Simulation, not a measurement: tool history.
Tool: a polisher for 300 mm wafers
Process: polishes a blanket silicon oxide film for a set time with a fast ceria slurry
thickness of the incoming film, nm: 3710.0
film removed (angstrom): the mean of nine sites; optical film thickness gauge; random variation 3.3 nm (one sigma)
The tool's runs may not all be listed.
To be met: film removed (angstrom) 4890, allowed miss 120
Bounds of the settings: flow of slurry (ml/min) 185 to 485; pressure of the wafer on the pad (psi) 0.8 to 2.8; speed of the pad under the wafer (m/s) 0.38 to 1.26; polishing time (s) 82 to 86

run	hour	flow of slurry (ml/min)	pressure of the wafer on the pad (psi)	speed of the pad under the wafer (m/s)	polishing time (s)	film removed (angstrom)
1	0	310	1.8	0.82	82	5560.3
2	0.9	305	1.7	0.82	82	5199
3	1.4	305	1.9	0.82	82	5733.3
4	6	300	1.8	0.82	82	5451.9
5	7.4	300	1.8	1	82	6411.9
6	12.3	300	1.4	1	82	5017.6
7	17.1	295	1.4	1	82	5058.6
8	18.2	290	1.4	1	82	5073.3
9	21.7	290	1.4	1	82	5054.2
10	25.6	285	1.4	1	82	4997.7
11	26.7	280	1.4	1	82	4990

Which of these 5 next moves meets every target?
A	27.8	240	1.2	1.1	86	?
B	27.8	260	1.4	1.04	82	?
C	27.8	255	1.2	1.16	86	?
D	27.8	295	1.4	1.04	82	?
E	27.8	285	1.4	1.04	82	?

move	film removed (angstrom)
A	4872.6
B	5173.4
C	5120.7
D	5223.7
E	5210.3
A: meets every target
B: further off than the last run
C: further off than the last run
D: further off than the last run
E: further off than the last run
Move A is the one to make.
